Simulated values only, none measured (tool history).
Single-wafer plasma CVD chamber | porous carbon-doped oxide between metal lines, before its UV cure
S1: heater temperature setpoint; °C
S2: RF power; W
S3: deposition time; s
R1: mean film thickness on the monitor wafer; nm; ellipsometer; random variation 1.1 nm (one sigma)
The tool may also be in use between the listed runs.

{"run": 1, "hour": 0.0, "S1": 310, "S2": 470, "S3": 37.9, "R1": 191.92}
{"run": 2, "hour": 6.6, "S1": 310, "S2": 495, "S3": 37.9, "R1": 198.34}
{"run": 3, "hour": 13.8, "S1": 307, "S2": 500, "S3": 37.9, "R1": 204.71}
{"run": 4, "hour": 22.5, "S1": 305, "S2": 500, "S3": 37.9, "R1": 208.26}
{"run": 5, "hour": 26.8, "S1": 305, "S2": 500, "S3": 36.0, "R1": 199.44}
{"run": 6, "hour": 32.9, "S1": 310, "S2": 500, "S3": 36.0, "R1": 190.87}

The next listed run, before its measurement:
{"run": 7, "hour": 34.3, "S1": 307, "S2": 500, "S3": 36.0, "R1": "?"}

R1: 194.71 nm
